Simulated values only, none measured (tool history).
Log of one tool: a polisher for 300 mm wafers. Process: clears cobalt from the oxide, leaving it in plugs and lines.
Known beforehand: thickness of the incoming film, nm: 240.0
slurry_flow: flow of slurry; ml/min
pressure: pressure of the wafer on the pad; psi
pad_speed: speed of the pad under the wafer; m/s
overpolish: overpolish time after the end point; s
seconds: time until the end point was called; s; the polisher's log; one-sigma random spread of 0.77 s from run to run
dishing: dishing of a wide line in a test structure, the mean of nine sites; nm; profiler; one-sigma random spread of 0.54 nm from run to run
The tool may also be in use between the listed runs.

| run | hour | slurry_flow | pressure | pad_speed | overpolish | seconds | dishing |
|---|---|---|---|---|---|---|---|
| 1 | 0 | 315 | 1.8 | 0.92 | 16 | 48.373 | 43.701 |
| 2 | 5.2 | 370 | 1.8 | 0.92 | 16 | 49.705 | 43.493 |
| 3 | 13 | 330 | 1.7 | 0.92 | 14 | 50.353 | 40.002 |
| 4 | 14.9 | 300 | 1.5 | 0.92 | 12 | 54.163 | 35.76 |
| 5 | 15.9 | 300 | 1.5 | 0.92 | 19 | 54.503 | 46.716 |
| 6 | 16.7 | 300 | 1.8 | 0.92 | 19 | 49.881 | 46.498 |
| 7 | 18.1 | 275 | 1.9 | 0.84 | 16 | 51.616 | 44.339 |
| 8 | 18.9 | 325 | 1.7 | 0.88 | 14 | 53.859 | 39.653 |
| 9 | 24.4 | 330 | 1.5 | 0.92 | 12 | 53.726 | 35.75 |
| 10 | 27 | 365 | 1.3 | 0.94 | 10 | 57.554 | 30.545 |
| 11 | 35 | 390 | 1.2 | 0.96 | 9 | 58.873 | 26.744 |
| 12 | 41.7 | 395 | 1.2 | 0.96 | 8 | 57.944 | 25.069 |
| 13 | 50.1 | 400 | 1.2 | 0.96 | 8 | 58.638 | 25.507 |

For run 14, what comes out?
| 14 | 54.2 | 400 | 1.2 | 0.96 | 8 | ? | ? |

{"run 14": {"seconds": 59.042, "dishing": 26.158}}

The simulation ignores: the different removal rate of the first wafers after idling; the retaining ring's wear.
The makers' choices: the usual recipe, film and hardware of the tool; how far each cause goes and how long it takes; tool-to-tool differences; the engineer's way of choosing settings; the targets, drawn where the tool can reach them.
